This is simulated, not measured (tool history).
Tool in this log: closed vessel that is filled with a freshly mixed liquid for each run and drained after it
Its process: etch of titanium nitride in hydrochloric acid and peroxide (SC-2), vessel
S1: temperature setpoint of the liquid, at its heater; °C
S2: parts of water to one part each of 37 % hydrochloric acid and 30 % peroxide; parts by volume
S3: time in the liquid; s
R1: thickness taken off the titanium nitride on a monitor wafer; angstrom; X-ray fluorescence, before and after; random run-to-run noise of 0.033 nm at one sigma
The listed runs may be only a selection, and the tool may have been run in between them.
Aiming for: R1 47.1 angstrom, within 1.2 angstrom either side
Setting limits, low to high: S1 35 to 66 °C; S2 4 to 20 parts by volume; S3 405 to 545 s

run	hour	S1	S2	S3	R1
1	0	50	11	545	134.55
2	9.4	47.5	11	545	114.72
3	17.9	45.5	11	545	99.283
4	20.6	44	11	545	89.234
5	25.7	44	12.5	545	79.835
6	27.1	44	14.5	545	71.427
7	28.5	43	14.5	545	66.365
8	34.4	42.5	14.5	545	63.307
9	37.2	42	14.5	545	60.732
10	43.6	41.5	14.5	545	58.764
11	51.3	41	14.5	545	56.346
12	55.3	40.5	14.5	545	55.183
13	61.1	37.5	14.5	545	44.6

Consider the 4 candidate settings below. Which is the only one whose results all fall within their allowed miss of target?
A	66.9	35	11.5	490	?
B	66.9	38	13	535	?
C	66.9	38.5	14	520	?
D	66.9	43	20	495	?

move	R1
A	40.698
B	49.727
C	46.968
D	44.69
A: misses by more than the last run did
B: carries the result that was furthest off beyond its target, to the other side
C: in spec on every target
D: no nearer and no further than the last run
So the answer is move C, the one that meets all the targets.
